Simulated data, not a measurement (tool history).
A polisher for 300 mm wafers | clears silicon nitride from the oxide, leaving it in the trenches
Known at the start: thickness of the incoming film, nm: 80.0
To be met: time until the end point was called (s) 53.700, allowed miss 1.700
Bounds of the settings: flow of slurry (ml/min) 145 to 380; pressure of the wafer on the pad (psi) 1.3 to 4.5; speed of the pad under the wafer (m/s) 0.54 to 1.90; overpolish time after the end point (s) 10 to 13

run,hour,flow of slurry (ml/min),pressure of the wafer on the pad (psi),speed of the pad under the wafer (m/s),overpolish time after the end point (s),time until the end point was called (s)
1,0.0,245,2.9,1.22,13,59.088
2,2.5,245,3.5,1.22,13,48.685
3,10.4,245,3.5,1.52,13,42.037
4,11.9,185,3.5,1.52,13,43.153
5,15.9,185,3.4,1.52,13,44.919
# hour 17.1: head pressure recalibrated
6,17.1,185,3.4,1.78,13,42.164
7,18.9,185,3.3,1.78,13,43.617
8,19.6,185,3.2,1.78,13,45.257
9,25.1,185,3.1,1.78,13,46.543
10,29.5,185,3.0,1.78,13,48.262
11,31.3,180,2.8,1.78,13,51.262

Which of these 5 next moves meets every target?
A,33.1,150,3.4,1.74,12,?
B,33.1,265,2.8,1.78,13,?
C,33.1,195,3.0,1.66,13,?
D,33.1,245,2.8,1.80,13,?
E,33.1,155,2.7,1.84,10,?

move,time until the end point was called (s)
A,44.500
B,48.686
C,49.878
D,48.682
E,52.990
A: further off than the last run
B: further off than the last run
C: further off than the last run
D: further off than the last run
E: meets every target
The right move is E.
